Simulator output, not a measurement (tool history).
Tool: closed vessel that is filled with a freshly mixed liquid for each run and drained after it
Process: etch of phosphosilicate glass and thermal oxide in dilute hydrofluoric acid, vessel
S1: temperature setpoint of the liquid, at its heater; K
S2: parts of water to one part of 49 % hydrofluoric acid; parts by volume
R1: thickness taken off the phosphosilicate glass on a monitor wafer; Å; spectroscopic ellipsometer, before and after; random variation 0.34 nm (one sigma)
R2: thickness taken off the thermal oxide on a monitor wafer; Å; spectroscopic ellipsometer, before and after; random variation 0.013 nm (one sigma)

run 1 hour=0.0 | S1=299.15 S2=90 time_in_the_liquid_(s)=60 | R1=1116.50 R2=34.976
run 2 hour=7.7 | S1=296.65 S2=110 time_in_the_liquid_(s)=60 | R1=807.47 R2=24.670
run 3 hour=16.0 | S1=296.65 S2=110 time_in_the_liquid_(s)=35 | R1=479.47 R2=14.420
run 4 hour=20.6 | S1=295.65 S2=110 time_in_the_liquid_(s)=35 | R1=458.43 R2=14.113
run 5 hour=23.2 | S1=295.15 S2=110 time_in_the_liquid_(s)=35 | R1=448.69 R2=13.543
run 6 hour=28.8 | S1=295.15 S2=130 time_in_the_liquid_(s)=35 | R1=369.62 R2=11.154
run 7 hour=33.3 | S1=296.15 S2=130 time_in_the_liquid_(s)=35 | R1=384.41 R2=11.803

Forecast run 8:
run 8 hour=36.7 | S1=296.65 S2=130 time_in_the_liquid_(s)=35 | R1=? R2=?

{"run 8": {"R1": 389.04, "R2": 12.063}}

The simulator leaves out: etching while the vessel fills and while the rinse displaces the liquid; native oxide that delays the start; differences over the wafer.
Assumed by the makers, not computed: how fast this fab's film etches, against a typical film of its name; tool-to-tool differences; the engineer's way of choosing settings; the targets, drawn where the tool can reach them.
